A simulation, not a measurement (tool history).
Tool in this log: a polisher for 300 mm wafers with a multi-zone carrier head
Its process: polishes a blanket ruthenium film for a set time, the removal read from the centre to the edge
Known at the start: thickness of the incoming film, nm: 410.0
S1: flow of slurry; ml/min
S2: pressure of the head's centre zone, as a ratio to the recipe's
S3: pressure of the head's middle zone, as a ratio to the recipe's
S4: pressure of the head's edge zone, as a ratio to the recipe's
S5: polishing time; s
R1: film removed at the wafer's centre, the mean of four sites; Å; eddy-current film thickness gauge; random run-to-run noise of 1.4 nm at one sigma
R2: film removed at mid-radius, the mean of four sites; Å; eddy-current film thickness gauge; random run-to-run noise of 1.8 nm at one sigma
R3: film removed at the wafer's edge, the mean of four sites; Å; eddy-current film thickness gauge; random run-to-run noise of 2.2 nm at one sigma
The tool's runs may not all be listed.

run  hour   S1    S2    S3    S4  S5      R1      R2      R3
  1   0.0  230  1.00  1.00  1.00  81  1013.9  1031.3  1083.7
  2   3.9  230  1.07  1.00  1.00  81  1092.6  1061.4  1028.5
  3   6.6  230  1.06  1.01  1.01  84  1123.4  1101.1  1096.7
  4   8.9  230  1.05  1.02  1.02  86  1135.6  1140.8  1143.3
  5  17.4  230  1.05  1.03  1.03  88  1171.1  1181.8  1156.2
  6  21.4  230  1.05  1.03  0.97  88  1184.2  1150.2  1109.6
  7  26.8  235  1.05  1.03  0.99  90  1170.3  1203.4  1170.7
  8  30.9  240  1.05  1.03  1.00  92  1222.9  1200.9  1175.9
  9  35.2  240  1.05  1.03  1.00  92  1227.1  1215.1  1199.1
 10  37.7  240  1.04  1.04  1.02  93  1225.0  1264.8  1248.5

Forecast run 11:
 11  42.0  240  1.04  1.04  1.03  94   ?   ?   ?

{"run 11": {"R1": 1230.1, "R2": 1257.6, "R3": 1263.3}}
